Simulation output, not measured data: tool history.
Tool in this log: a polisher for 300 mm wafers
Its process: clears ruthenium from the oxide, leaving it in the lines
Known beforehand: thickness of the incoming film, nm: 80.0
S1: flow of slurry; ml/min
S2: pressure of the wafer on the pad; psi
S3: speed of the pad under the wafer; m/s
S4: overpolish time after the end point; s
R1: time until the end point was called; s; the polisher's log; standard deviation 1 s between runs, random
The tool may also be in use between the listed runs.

run,hour,S1,S2,S3,S4,R1
1,0.0,185,1.7,0.80,15,134.85
2,1.5,185,1.7,0.80,12,137.34
3,8.1,190,1.8,0.80,12,129.73
4,10.4,190,1.8,0.80,12,128.19
5,17.6,190,1.8,0.80,15,130.23
6,22.7,190,1.9,0.80,15,121.37
7,29.7,190,1.9,0.80,15,120.86
8,32.7,190,2.0,0.80,15,118.79

Run 9 comes next. What will it give?
9,40.5,190,2.0,0.80,15,?

{"run 9": {"R1": 117.96}}

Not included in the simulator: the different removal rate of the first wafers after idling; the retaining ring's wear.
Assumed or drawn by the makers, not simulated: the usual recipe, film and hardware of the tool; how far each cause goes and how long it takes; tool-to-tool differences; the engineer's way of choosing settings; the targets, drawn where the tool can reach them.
